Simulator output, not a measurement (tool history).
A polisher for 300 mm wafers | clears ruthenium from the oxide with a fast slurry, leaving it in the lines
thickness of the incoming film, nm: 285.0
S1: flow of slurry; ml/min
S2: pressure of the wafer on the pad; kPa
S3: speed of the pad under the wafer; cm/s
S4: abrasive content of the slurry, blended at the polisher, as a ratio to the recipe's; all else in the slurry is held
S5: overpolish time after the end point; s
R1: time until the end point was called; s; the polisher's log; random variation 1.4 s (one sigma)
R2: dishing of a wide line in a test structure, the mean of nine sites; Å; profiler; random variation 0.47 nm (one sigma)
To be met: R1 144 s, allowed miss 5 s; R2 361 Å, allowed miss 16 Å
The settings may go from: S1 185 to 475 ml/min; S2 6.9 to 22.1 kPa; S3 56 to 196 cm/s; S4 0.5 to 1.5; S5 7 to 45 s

Run 1, hour 0: S1 305 ml/min, S2 14.5 kPa, S3 126 cm/s, S4 1, S5 23 s. Result: R1 97.591 s, R2 517.89 Å.
Run 2, hour 3.8: S1 305 ml/min, S2 13.8 kPa, S3 126 cm/s, S4 1, S5 23 s. Result: R1 103.08 s, R2 491.89 Å.
Run 3, hour 5.5: S1 305 ml/min, S2 11.7 kPa, S3 126 cm/s, S4 1, S5 23 s. Result: R1 117.96 s, R2 444.7 Å.
Run 4, hour 8.3: S1 305 ml/min, S2 11.7 kPa, S3 126 cm/s, S4 1.2, S5 23 s. Result: R1 104.46 s, R2 494.6 Å.
Run 5, hour 13.9: S1 305 ml/min, S2 11.7 kPa, S3 126 cm/s, S4 1.2, S5 18 s. Result: R1 105.47 s, R2 401.8 Å.
Run 6, hour 19.9: S1 305 ml/min, S2 11 kPa, S3 126 cm/s, S4 1.2, S5 19 s. Result: R1 109.06 s, R2 399.94 Å.
Run 7, hour 26.9: S1 305 ml/min, S2 11 kPa, S3 126 cm/s, S4 1.2, S5 19 s. Result: R1 108.94 s, R2 405.3 Å.
Run 8, hour 28.6: S1 305 ml/min, S2 10.3 kPa, S3 126 cm/s, S4 1.2, S5 19 s. Result: R1 115.34 s, R2 390.24 Å.
Run 9, hour 36.3: S1 300 ml/min, S2 6.9 kPa, S3 126 cm/s, S4 1.2, S5 22 s. Result: R1 151.18 s, R2 336.67 Å.

Which of these 5 next moves meets every target?
Run A, hour 44: S1 325 ml/min, S2 9 kPa, S3 122 cm/s, S4 1.15, S5 18 s. Result: R1 ?, R2 ?.
Run B, hour 44: S1 265 ml/min, S2 7.6 kPa, S3 122 cm/s, S4 1.05, S5 21 s. Result: R1 ?, R2 ?.
Run C, hour 44: S1 305 ml/min, S2 10.3 kPa, S3 116 cm/s, S4 1, S5 19 s. Result: R1 ?, R2 ?.
Run D, hour 44: S1 305 ml/min, S2 7.6 kPa, S3 128 cm/s, S4 1.2, S5 22 s. Result: R1 ?, R2 ?.
Run E, hour 44: S1 360 ml/min, S2 8.3 kPa, S3 134 cm/s, S4 1, S5 19 s. Result: R1 ?, R2 ?.

move      R1      R2
   A  132.98  322.41
   B  161.63  310.47
   C  136.25  331.37
   D  141.81  365.29
   E  141.05  320.98
A: further off than the last run
B: further off than the last run
C: further off than the last run
D: meets every target
E: further off than the last run
Answer: D

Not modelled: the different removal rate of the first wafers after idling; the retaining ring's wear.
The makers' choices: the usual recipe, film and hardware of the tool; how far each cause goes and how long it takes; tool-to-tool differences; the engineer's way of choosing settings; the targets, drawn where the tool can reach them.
